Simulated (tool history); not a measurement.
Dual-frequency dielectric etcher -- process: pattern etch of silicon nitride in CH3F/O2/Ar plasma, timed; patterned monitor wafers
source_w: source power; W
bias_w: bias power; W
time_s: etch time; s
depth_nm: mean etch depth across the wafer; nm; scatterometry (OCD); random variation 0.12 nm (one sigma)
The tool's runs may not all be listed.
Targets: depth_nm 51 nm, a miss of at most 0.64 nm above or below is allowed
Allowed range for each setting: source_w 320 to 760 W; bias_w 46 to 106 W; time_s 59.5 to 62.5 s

Run 1, hour 0: source_w 540 W, bias_w 76 W, time_s 59.5 s. Result: depth_nm 46.92 nm.
Run 2, hour 0.6: source_w 550 W, bias_w 76 W, time_s 59.5 s. Result: depth_nm 47.225 nm.
Run 3, hour 1.9: source_w 560 W, bias_w 76 W, time_s 59.5 s. Result: depth_nm 47.493 nm.
Run 4, hour 6.2: source_w 570 W, bias_w 76 W, time_s 59.5 s. Result: depth_nm 47.74 nm.
Run 5, hour 9.6: source_w 570 W, bias_w 71 W, time_s 59.5 s. Result: depth_nm 46.905 nm.
Run 6, hour 10.1: source_w 490 W, bias_w 71 W, time_s 59.5 s. Result: depth_nm 45.284 nm.
Run 7, hour 12.3: source_w 520 W, bias_w 72 W, time_s 59.5 s. Result: depth_nm 46.104 nm.
Run 8, hour 15.8: source_w 540 W, bias_w 73 W, time_s 59.5 s. Result: depth_nm 46.412 nm.
Run 9, hour 21: source_w 560 W, bias_w 73 W, time_s 59.5 s. Result: depth_nm 46.928 nm.
Run 10, hour 24.3: source_w 580 W, bias_w 73 W, time_s 59.5 s. Result: depth_nm 47.228 nm.
Run 11, hour 26.2: source_w 690 W, bias_w 75 W, time_s 59.5 s. Result: depth_nm 49.847 nm.
Run 12, hour 32.1: source_w 700 W, bias_w 75 W, time_s 59.5 s. Result: depth_nm 50.257 nm.

Pick the move, out of 4, that brings all results within their allowed miss; only one does.
Run A, hour 38: source_w 670 W, bias_w 74 W, time_s 61.5 s. Result: depth_nm ?.
Run B, hour 38: source_w 710 W, bias_w 72 W, time_s 59.5 s. Result: depth_nm ?.
Run C, hour 38: source_w 620 W, bias_w 71 W, time_s 61 s. Result: depth_nm ?.
Run D, hour 38: source_w 690 W, bias_w 69 W, time_s 59.5 s. Result: depth_nm ?.

move  depth_nm
   A    50.764
   B    49.555
   C    48.866
   D    48.694
A: all results in spec
B: its largest miss is bigger than the last run's
C: its largest miss is bigger than the last run's
D: its largest miss is bigger than the last run's
Answer: A
